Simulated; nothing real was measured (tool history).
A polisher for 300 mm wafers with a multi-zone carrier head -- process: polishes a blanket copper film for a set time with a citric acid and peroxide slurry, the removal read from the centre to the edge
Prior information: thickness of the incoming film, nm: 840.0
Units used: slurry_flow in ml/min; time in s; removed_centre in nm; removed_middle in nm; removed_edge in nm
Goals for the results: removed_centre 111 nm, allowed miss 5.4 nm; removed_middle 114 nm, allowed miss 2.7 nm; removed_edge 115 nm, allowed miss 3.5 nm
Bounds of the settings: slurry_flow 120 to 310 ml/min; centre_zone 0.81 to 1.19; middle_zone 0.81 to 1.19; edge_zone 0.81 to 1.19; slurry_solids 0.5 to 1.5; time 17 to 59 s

| run | hour | slurry_flow | centre_zone | middle_zone | edge_zone | slurry_solids | time | removed_centre | removed_middle | removed_edge |
|---|---|---|---|---|---|---|---|---|---|---|
| 1 | 0 | 200 | 1 | 1 | 1 | 1 | 38 | 61.876 | 63.671 | 63.425 |
| 2 | 3.9 | 215 | 1.02 | 1.02 | 1.05 | 1.15 | 43 | 74.935 | 75.546 | 75.376 |
| 3 | 12.8 | 220 | 1.02 | 1.03 | 1.09 | 1.25 | 47 | 84.002 | 84.23 | 86.292 |
| 4 | 18.6 | 225 | 1.02 | 1.05 | 1.11 | 1.35 | 50 | 89.645 | 92.136 | 94.288 |
| 5 | 26.8 | 235 | 1.03 | 1.07 | 1.13 | 1.4 | 52 | 98.474 | 97.638 | 99.106 |
|  | 35.3 | worn pad replaced by a new one |
| 6 | 35.3 | 235 | 1.03 | 1.07 | 1.13 | 1.4 | 44 | 91.885 | 93.691 | 95.563 |
| 7 | 43.4 | 250 | 1.03 | 1.09 | 1.15 | 1.45 | 45 | 97.729 | 99.45 | 99.341 |
| 8 | 50.8 | 255 | 1.02 | 1.09 | 1.16 | 1.45 | 48 | 99.904 | 104.71 | 107.25 |
| 9 | 54 | 270 | 1.03 | 1.09 | 1.16 | 1.45 | 48 | 102.69 | 106.02 | 107.34 |
| 10 | 58.1 | 280 | 1.04 | 1.1 | 1.17 | 1.45 | 48 | 102.87 | 106.72 | 108.45 |
| 11 | 66.2 | 285 | 1.05 | 1.11 | 1.18 | 1.45 | 48 | 106.93 | 107.43 | 109.21 |
| 12 | 68.4 | 285 | 1.05 | 1.11 | 1.18 | 1.45 | 48 | 105.74 | 108.45 | 108.63 |
| 13 | 71.6 | 285 | 1.05 | 1.11 | 1.18 | 1.45 | 48 | 104.37 | 107.4 | 108.4 |
| 14 | 76 | 290 | 1.05 | 1.11 | 1.18 | 1.45 | 49 | 106.6 | 109.33 | 111.22 |
| 15 | 82.9 | 295 | 1.05 | 1.12 | 1.18 | 1.45 | 49 | 106.85 | 110.5 | 112.04 |
| 16 | 90.6 | 300 | 1.05 | 1.13 | 1.18 | 1.45 | 49 | 105.27 | 111.67 | 111.15 |

Exercise: of the 5 proposed moves below, exactly one satisfies all targets within the stated allowed misses. Which move is it?
| A | 98.3 | 295 | 1.09 | 1.18 | 1.13 | 1.45 | 49 | ? | ? | ? |
| B | 98.3 | 270 | 1.04 | 1.08 | 1.14 | 1.25 | 54 | ? | ? | ? |
| C | 98.3 | 280 | 1.14 | 1.19 | 1.11 | 1.45 | 53 | ? | ? | ? |
| D | 98.3 | 295 | 1.1 | 1.03 | 1.09 | 1.35 | 54 | ? | ? | ? |
| E | 98.3 | 305 | 1.09 | 1.17 | 1.08 | 1.5 | 53 | ? | ? | ? |

| move | removed_centre | removed_middle | removed_edge |
|---|---|---|---|
| A | 112.8 | 115.3 | 108.73 |
| B | 113.52 | 116.54 | 115.7 |
| C | 126.9 | 124.56 | 116.16 |
| D | 123.4 | 116.89 | 116.11 |
| E | 123.38 | 125.54 | 116.35 |
A: further off than the last run
B: all results in spec
C: the furthest-off result lands on target, but another misses its tolerance
D: the furthest-off result lands on target, but another misses its tolerance
E: the furthest-off result lands on target, but another misses its tolerance
Correct choice: B, which meets every target

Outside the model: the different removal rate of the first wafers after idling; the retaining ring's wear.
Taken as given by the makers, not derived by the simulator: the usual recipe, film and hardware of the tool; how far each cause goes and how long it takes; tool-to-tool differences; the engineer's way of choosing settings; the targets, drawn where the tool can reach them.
